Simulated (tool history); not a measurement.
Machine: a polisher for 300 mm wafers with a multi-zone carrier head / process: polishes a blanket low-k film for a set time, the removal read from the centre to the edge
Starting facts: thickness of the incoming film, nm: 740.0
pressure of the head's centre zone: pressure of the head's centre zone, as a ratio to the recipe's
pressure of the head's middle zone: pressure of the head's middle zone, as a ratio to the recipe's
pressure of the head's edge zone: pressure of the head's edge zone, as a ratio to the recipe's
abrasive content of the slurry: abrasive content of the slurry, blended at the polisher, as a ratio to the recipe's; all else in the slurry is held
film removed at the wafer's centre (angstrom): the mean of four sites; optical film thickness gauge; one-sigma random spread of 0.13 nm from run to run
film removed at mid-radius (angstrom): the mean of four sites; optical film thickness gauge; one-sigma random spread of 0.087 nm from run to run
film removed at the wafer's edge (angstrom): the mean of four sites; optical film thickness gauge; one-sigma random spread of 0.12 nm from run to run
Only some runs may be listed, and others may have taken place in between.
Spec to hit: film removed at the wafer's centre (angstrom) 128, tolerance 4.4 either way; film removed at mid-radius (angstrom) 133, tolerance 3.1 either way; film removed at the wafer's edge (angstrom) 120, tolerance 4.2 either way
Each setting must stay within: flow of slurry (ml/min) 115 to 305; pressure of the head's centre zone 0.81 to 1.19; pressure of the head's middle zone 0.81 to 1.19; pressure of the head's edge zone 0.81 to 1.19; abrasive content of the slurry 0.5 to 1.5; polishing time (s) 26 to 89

run	hour	flow of slurry (ml/min)	pressure of the head's centre zone	pressure of the head's middle zone	pressure of the head's edge zone	abrasive content of the slurry	polishing time (s)	film removed at the wafer's centre (angstrom)	film removed at mid-radius (angstrom)	film removed at the wafer's edge (angstrom)
1	0	195	1	1	1	1	57	139.49	133.91	138.49
2	5	185	0.99	1.01	0.96	1	57	137.16	134.72	135.81
3	13.6	215	0.99	1.01	0.96	1	57	136.7	137.39	137.07
4	19.3	170	0.99	1.01	0.96	1	57	134.08	133.18	133.81
5	26.4	165	0.99	1.02	0.93	1	57	133.89	133.84	133.31
# hour 28.8: worn pad replaced by a new one
6	28.8	165	1	1.04	0.9	0.95	57	150.72	149.61	143.46
7	32.5	220	0.95	1.07	0.92	0.7	47	98.779	109.83	101.78
8	37.6	210	0.97	1.09	0.93	0.75	47	106.2	114.57	106.6
9	40.6	205	0.98	1.11	0.94	0.75	47	105.98	116.06	105.27
10	41.2	195	0.99	1.11	0.93	0.8	47	113.95	119.22	109.38
11	48.1	190	0.99	1.12	0.93	0.85	47	115.63	125.02	115.96
12	51.3	195	1	1.13	0.93	0.85	47	118.1	128.63	114.47
13	55.6	190	1.01	1.13	0.93	0.85	47	117.99	126.98	115.01
14	64.4	190	1.02	1.13	0.93	0.85	47	119.21	126.52	117.04
15	69.5	190	1.02	1.13	0.93	0.85	47	120.71	126.55	114.65

Exactly one of the 5 candidate moves below puts every result within its allowed miss. Which one?
A	74.6	155	1.03	1.02	1.07	0.9	49	?	?	?
B	74.6	280	1.09	1.15	0.94	1.05	38	?	?	?
C	74.6	165	1.02	0.98	0.99	0.9	48	?	?	?
D	74.6	160	1.05	1.14	0.92	0.85	50	?	?	?
E	74.6	140	1.01	1.13	0.93	0.75	52	?	?	?

move	film removed at the wafer's centre (angstrom)	film removed at mid-radius (angstrom)	film removed at the wafer's edge (angstrom)
A	125.52	121.24	126.6
B	122	122.06	108.52
C	123.07	115.95	122.15
D	127.1	132.21	119.9
E	114.59	123.4	113.77
A: further off than the last run
B: further off than the last run
C: further off than the last run
D: in spec on every target
E: further off than the last run
D is the move that brings every result within its allowed miss.
